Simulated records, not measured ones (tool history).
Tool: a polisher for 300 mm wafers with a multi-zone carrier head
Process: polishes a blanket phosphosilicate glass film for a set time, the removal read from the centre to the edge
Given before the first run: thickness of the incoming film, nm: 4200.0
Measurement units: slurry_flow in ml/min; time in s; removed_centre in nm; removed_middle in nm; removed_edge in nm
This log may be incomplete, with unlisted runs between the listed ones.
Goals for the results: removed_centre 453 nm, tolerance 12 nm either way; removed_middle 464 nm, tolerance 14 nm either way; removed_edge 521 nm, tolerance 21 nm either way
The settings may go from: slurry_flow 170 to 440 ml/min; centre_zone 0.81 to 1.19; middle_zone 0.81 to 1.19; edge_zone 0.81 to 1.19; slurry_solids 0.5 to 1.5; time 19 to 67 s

Run 1, hour 0: slurry_flow 280 ml/min, centre_zone 1, middle_zone 1, edge_zone 1, slurry_solids 1, time 43 s. Result: removed_centre 318.74 nm, removed_middle 318.44 nm, removed_edge 313.65 nm.
Run 2, hour 4.3: slurry_flow 235 ml/min, centre_zone 1, middle_zone 1, edge_zone 1, slurry_solids 1, time 43 s. Result: removed_centre 305.29 nm, removed_middle 316.38 nm, removed_edge 300.48 nm.
Run 3, hour 11.9: slurry_flow 280 ml/min, centre_zone 0.99, middle_zone 1.01, edge_zone 1.05, slurry_solids 1.15, time 44 s. Result: removed_centre 339.16 nm, removed_middle 353.08 nm, removed_edge 347.57 nm.
Run 4, hour 20.4: slurry_flow 315 ml/min, centre_zone 0.98, middle_zone 1, edge_zone 1.09, slurry_solids 1.25, time 45 s. Result: removed_centre 365.13 nm, removed_middle 378.61 nm, removed_edge 376.83 nm.
Run 5, hour 25.4: slurry_flow 310 ml/min, centre_zone 0.96, middle_zone 0.97, edge_zone 1.12, slurry_solids 1.3, time 47 s. Result: removed_centre 377.78 nm, removed_middle 394.51 nm, removed_edge 407.42 nm.
Run 6, hour 28: slurry_flow 305 ml/min, centre_zone 0.95, middle_zone 0.95, edge_zone 1.14, slurry_solids 1.35, time 49 s. Result: removed_centre 395.05 nm, removed_middle 409.27 nm, removed_edge 433.09 nm.
Run 7, hour 35.7: slurry_flow 310 ml/min, centre_zone 0.94, middle_zone 0.94, edge_zone 1.15, slurry_solids 1.4, time 50 s. Result: removed_centre 404.35 nm, removed_middle 414.58 nm, removed_edge 444.94 nm.
Run 8, hour 39.3: slurry_flow 310 ml/min, centre_zone 0.93, middle_zone 0.93, edge_zone 1.16, slurry_solids 1.45, time 51 s. Result: removed_centre 414.31 nm, removed_middle 426.93 nm, removed_edge 471.1 nm.
Run 9, hour 43.7: slurry_flow 315 ml/min, centre_zone 0.93, middle_zone 0.93, edge_zone 1.17, slurry_solids 1.45, time 52 s. Result: removed_centre 417.72 nm, removed_middle 440.1 nm, removed_edge 480.06 nm.
Run 10, hour 52.3: slurry_flow 315 ml/min, centre_zone 0.93, middle_zone 0.92, edge_zone 1.18, slurry_solids 1.45, time 53 s. Result: removed_centre 427.51 nm, removed_middle 444.18 nm, removed_edge 496.77 nm.

Next run, 5 choices. One meets every target within its allowed miss, the rest don't. Which?
Run A, hour 60.9: slurry_flow 290 ml/min, centre_zone 0.88, middle_zone 0.87, edge_zone 1.19, slurry_solids 1.5, time 55 s. Result: removed_centre ?, removed_middle ?, removed_edge ?.
Run B, hour 60.9: slurry_flow 325 ml/min, centre_zone 0.95, middle_zone 0.93, edge_zone 1.16, slurry_solids 1.45, time 50 s. Result: removed_centre ?, removed_middle ?, removed_edge ?.
Run C, hour 60.9: slurry_flow 255 ml/min, centre_zone 0.92, middle_zone 0.89, edge_zone 1.13, slurry_solids 1.4, time 59 s. Result: removed_centre ?, removed_middle ?, removed_edge ?.
Run D, hour 60.9: slurry_flow 270 ml/min, centre_zone 0.89, middle_zone 0.82, edge_zone 1.19, slurry_solids 1.4, time 56 s. Result: removed_centre ?, removed_middle ?, removed_edge ?.
Run E, hour 60.9: slurry_flow 295 ml/min, centre_zone 0.87, middle_zone 0.93, edge_zone 1.11, slurry_solids 1.45, time 57 s. Result: removed_centre ?, removed_middle ?, removed_edge ?.

move  removed_centre  removed_middle  removed_edge
   A          425.82          440.34        501.38
   B          418.18           422.3        447.52
   C          457.81          461.83        504.09
   D          423.18           412.6        494.45
   E          431.69          477.08        495.12
A: the biggest miss grows against the last run
B: the biggest miss grows against the last run
C: every result lands within tolerance
D: the biggest miss grows against the last run
E: nearer than the last run, and not there yet
C meets every target.
